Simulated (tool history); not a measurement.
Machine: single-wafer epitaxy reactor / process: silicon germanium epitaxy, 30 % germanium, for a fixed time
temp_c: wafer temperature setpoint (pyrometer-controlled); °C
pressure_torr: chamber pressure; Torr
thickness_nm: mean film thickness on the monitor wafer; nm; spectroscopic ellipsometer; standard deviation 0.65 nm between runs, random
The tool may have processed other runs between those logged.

| run | hour | temp_c | pressure_torr | thickness_nm |
|---|---|---|---|---|
| 1 | 0 | 610 | 27.7 | 80.153 |
| 2 | 2.5 | 617 | 27.7 | 90.666 |
| 3 | 9.9 | 610 | 27.7 | 80.421 |
| 4 | 15.9 | 605 | 27.7 | 73.076 |
| 5 | 21.1 | 605 | 30.2 | 75.675 |
| 6 | 28.8 | 608 | 30.3 | 79.192 |

What does the tool deliver on the next run?
| 7 | 30.8 | 620 | 31.1 | ? |

thickness_nm: 99.512 nm

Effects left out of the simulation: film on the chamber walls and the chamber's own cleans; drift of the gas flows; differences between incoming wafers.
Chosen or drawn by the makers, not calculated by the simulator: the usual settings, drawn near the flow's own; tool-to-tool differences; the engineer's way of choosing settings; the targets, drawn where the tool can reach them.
